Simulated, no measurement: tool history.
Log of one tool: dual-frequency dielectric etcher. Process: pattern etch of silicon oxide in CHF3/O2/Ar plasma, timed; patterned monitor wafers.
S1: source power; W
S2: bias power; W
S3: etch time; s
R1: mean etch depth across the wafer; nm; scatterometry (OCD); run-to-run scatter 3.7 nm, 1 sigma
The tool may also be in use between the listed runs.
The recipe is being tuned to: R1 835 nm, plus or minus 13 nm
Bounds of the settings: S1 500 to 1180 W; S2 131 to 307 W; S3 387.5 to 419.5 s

run  hour   S1   S2     S3      R1
  1     0  840  219  419.5  985.82
  2   2.5  770  215    419  936.39
  3  10.5  730  214    419  903.05
  4  16.4  730  194    419  884.14
  5  23.3  870  194    419  963.55
  6  31.7  740  194    419  883.35
  7  38.6  720  194    419  876.07
  8  44.5  700  194    419  860.27

Of the 5 settings listed for the next run, only one would bring every result within its allowed miss of target. Which one?
  A  50.4  840  149  419.5   ?
  B  50.4  660  230    413   ?
  C  50.4  730  208    407   ?
  D  50.4  730  183  391.5   ?
  E  50.4  660  220  401.5   ?

move      R1
   A  880.24
   B  873.09
   C  877.16
   D  812.31
   E  837.11
A: the biggest miss grows against the last run
B: the biggest miss grows against the last run
C: the biggest miss grows against the last run
D: takes the biggest miss from the last run beyond its target
E: each result inside its tolerance
Move E is the one to make.
